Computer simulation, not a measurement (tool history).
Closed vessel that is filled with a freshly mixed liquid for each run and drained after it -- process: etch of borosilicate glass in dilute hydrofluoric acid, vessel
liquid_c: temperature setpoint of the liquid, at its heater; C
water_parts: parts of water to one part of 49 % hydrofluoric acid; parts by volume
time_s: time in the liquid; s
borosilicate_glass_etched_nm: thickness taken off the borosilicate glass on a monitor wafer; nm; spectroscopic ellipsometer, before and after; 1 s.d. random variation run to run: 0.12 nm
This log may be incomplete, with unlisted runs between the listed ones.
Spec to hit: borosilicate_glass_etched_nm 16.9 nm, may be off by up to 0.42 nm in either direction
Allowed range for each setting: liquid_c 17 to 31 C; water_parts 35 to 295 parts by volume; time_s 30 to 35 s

{"run": 1, "hour": 0.0, "liquid_c": 23, "water_parts": 165, "time_s": 35, "borosilicate_glass_etched_nm": 10.333}
{"run": 2, "hour": 5.8, "liquid_c": 24, "water_parts": 160, "time_s": 35, "borosilicate_glass_etched_nm": 11.252}
{"run": 3, "hour": 11.8, "liquid_c": 24, "water_parts": 125, "time_s": 35, "borosilicate_glass_etched_nm": 15.072}
{"run": 4, "hour": 18.1, "liquid_c": 24.5, "water_parts": 125, "time_s": 35, "borosilicate_glass_etched_nm": 15.54}
{"run": 5, "hour": 24.5, "liquid_c": 22.5, "water_parts": 125, "time_s": 35, "borosilicate_glass_etched_nm": 14.168}
{"run": 6, "hour": 30.8, "liquid_c": 21, "water_parts": 125, "time_s": 35, "borosilicate_glass_etched_nm": 13.368}
{"run": 7, "hour": 35.7, "liquid_c": 22, "water_parts": 125, "time_s": 35, "borosilicate_glass_etched_nm": 13.834}
{"run": 8, "hour": 37.5, "liquid_c": 22.5, "water_parts": 125, "time_s": 35, "borosilicate_glass_etched_nm": 13.874}
{"run": 9, "hour": 44.7, "liquid_c": 23, "water_parts": 125, "time_s": 35, "borosilicate_glass_etched_nm": 14.444}
{"run": 10, "hour": 46.6, "liquid_c": 23.5, "water_parts": 125, "time_s": 35, "borosilicate_glass_etched_nm": 14.755}
{"run": 11, "hour": 55.0, "liquid_c": 24, "water_parts": 125, "time_s": 35, "borosilicate_glass_etched_nm": 15.042}
{"run": 12, "hour": 58.5, "liquid_c": 24, "water_parts": 125, "time_s": 35, "borosilicate_glass_etched_nm": 14.949}
{"run": 13, "hour": 65.8, "liquid_c": 24.5, "water_parts": 125, "time_s": 35, "borosilicate_glass_etched_nm": 15.291}
{"run": 14, "hour": 73.1, "liquid_c": 25, "water_parts": 125, "time_s": 35, "borosilicate_glass_etched_nm": 15.413}
{"run": 15, "hour": 76.3, "liquid_c": 28, "water_parts": 125, "time_s": 35, "borosilicate_glass_etched_nm": 17.413}

4 candidate next runs follow, results not yet known. Just one meets every target within its allowed miss. Identify it.
{"run": "A", "hour": 79.5, "liquid_c": 27, "water_parts": 130, "time_s": 35, "borosilicate_glass_etched_nm": "?"}
{"run": "B", "hour": 79.5, "liquid_c": 26, "water_parts": 115, "time_s": 35, "borosilicate_glass_etched_nm": "?"}
{"run": "C", "hour": 79.5, "liquid_c": 30, "water_parts": 120, "time_s": 30, "borosilicate_glass_etched_nm": "?"}
{"run": "D", "hour": 79.5, "liquid_c": 27.5, "water_parts": 105, "time_s": 30, "borosilicate_glass_etched_nm": "?"}

move=A borosilicate_glass_etched_nm=16.08
move=B borosilicate_glass_etched_nm=17.832
move=C borosilicate_glass_etched_nm=16.917
move=D borosilicate_glass_etched_nm=17.962
A: moves the result that the last run missed by most past its target, out the other side
B: lands further from the targets than the last run did
C: every result lands within tolerance
D: lands further from the targets than the last run did
The move that meets every target is C.
